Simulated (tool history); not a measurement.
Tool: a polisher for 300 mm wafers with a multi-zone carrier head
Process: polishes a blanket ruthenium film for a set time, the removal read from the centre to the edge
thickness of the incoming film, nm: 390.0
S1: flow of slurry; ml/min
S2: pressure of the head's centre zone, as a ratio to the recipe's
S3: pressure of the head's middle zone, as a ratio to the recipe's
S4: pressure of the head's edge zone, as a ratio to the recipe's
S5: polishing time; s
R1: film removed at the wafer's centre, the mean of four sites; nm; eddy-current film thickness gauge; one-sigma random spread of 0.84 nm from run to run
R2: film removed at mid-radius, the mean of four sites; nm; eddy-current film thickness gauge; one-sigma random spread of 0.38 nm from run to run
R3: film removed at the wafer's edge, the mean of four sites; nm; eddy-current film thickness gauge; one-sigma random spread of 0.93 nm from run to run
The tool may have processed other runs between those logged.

run,hour,S1,S2,S3,S4,S5,R1,R2,R3
1,0.0,120,1.00,1.00,1.00,70,110.600,105.310,105.970
2,6.4,115,1.00,0.98,0.96,63,99.773,92.625,90.303
3,14.9,115,1.00,0.98,0.96,74,117.720,108.500,108.000
4,18.9,105,0.97,0.95,0.93,68,102.500,96.102,97.224
5,21.3,100,0.97,0.93,0.91,62,92.487,85.586,88.300
6,23.2,100,0.97,0.93,0.91,50,75.895,70.234,72.003
7,32.1,85,0.98,0.90,0.81,44,63.254,57.457,56.838
# hour 36.3: edge zone pressure recalibrated
8,36.3,90,0.98,0.90,0.82,44,65.829,58.015,60.916
9,37.7,90,0.98,0.90,0.82,44,66.308,58.599,60.463
10,45.5,95,0.98,0.91,0.82,44,67.106,59.522,61.263

Estimate the outcome of run 11 from the log above:
11,48.7,95,0.98,0.92,0.82,44,?,?,?

Run 11 came out at R1 65.729 nm, R2 58.918 nm, R3 62.237 nm.
